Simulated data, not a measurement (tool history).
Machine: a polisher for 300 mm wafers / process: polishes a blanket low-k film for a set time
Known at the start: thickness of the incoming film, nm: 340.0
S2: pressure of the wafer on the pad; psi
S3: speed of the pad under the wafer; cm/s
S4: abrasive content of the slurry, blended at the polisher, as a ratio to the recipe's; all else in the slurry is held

run 1 hour=0.0 | flow_of_slurry_(ml/min)=130 S2=2.3 S3=100 S4=1.0 polishing_time_(s)=32 | film_removed_(angstrom)=187.17
run 2 hour=0.8 | flow_of_slurry_(ml/min)=130 S2=2.3 S3=118 S4=1.0 polishing_time_(s)=32 | film_removed_(angstrom)=213.71
run 3 hour=5.3 | flow_of_slurry_(ml/min)=130 S2=2.4 S3=118 S4=1.0 polishing_time_(s)=32 | film_removed_(angstrom)=220.93
run 4 hour=9.6 | flow_of_slurry_(ml/min)=130 S2=2.4 S3=118 S4=1.0 polishing_time_(s)=32 | film_removed_(angstrom)=223.43
run 5 hour=15.6 | flow_of_slurry_(ml/min)=130 S2=2.1 S3=118 S4=1.0 polishing_time_(s)=32 | film_removed_(angstrom)=190.54
run 6 hour=17.2 | flow_of_slurry_(ml/min)=130 S2=2.1 S3=118 S4=0.9 polishing_time_(s)=32 | film_removed_(angstrom)=186.66
run 7 hour=21.3 | flow_of_slurry_(ml/min)=130 S2=2.2 S3=118 S4=0.9 polishing_time_(s)=32 | film_removed_(angstrom)=193.66
run 8 hour=30.3 | flow_of_slurry_(ml/min)=130 S2=2.3 S3=118 S4=0.9 polishing_time_(s)=32 | film_removed_(angstrom)=201.52

The next listed run, before its measurement:
run 9 hour=34.9 | flow_of_slurry_(ml/min)=130 S2=2.4 S3=118 S4=0.9 polishing_time_(s)=32 | film_removed_(angstrom)=?

Run 9 gave film removed (angstrom) 216.16.
